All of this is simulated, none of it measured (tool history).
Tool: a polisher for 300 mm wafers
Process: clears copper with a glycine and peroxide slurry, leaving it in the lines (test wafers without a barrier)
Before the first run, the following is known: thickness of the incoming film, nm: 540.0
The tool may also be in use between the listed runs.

run  hour  flow of slurry (ml/min)  pressure of the wafer on the pad (psi)  speed of the pad under the wafer (m/s)  overpolish time after the end point (s)  time until the end point was called (s)  dishing of a wide line in a test structure (angstrom)
  1   0.0                      265                                     2.8                                    0.98                                       14                                   86.830                                                 479.35
  2   1.6                      265                                     2.6                                    0.92                                       15                                   98.718                                                 456.27
  3   8.1                      265                                     2.4                                    0.88                                       16                                  108.770                                                 459.34
  4  13.3                      265                                     2.4                                    0.88                                       19                                  108.800                                                 503.23
  5  21.9                      265                                     2.3                                    0.84                                       19                                  116.710                                                 475.41
     30.5  -- slurry nozzle cleaned
  6  30.5                      290                                     2.3                                    0.84                                       19                                  110.750                                                 506.34
  7  35.1                      275                                     2.2                                    0.82                                       19                                  115.520                                                 480.17
  8  37.1                      265                                     2.1                                    0.78                                       20                                  124.280                                                 477.57

Forecast run 9:
  9  43.0                      255                                     2.0                                    0.74                                       20                                        ?                                                      ?

{"run 9": {"time until the end point was called (s)": 137.32, "dishing of a wide line in a test structure (angstrom)": 445.76}}

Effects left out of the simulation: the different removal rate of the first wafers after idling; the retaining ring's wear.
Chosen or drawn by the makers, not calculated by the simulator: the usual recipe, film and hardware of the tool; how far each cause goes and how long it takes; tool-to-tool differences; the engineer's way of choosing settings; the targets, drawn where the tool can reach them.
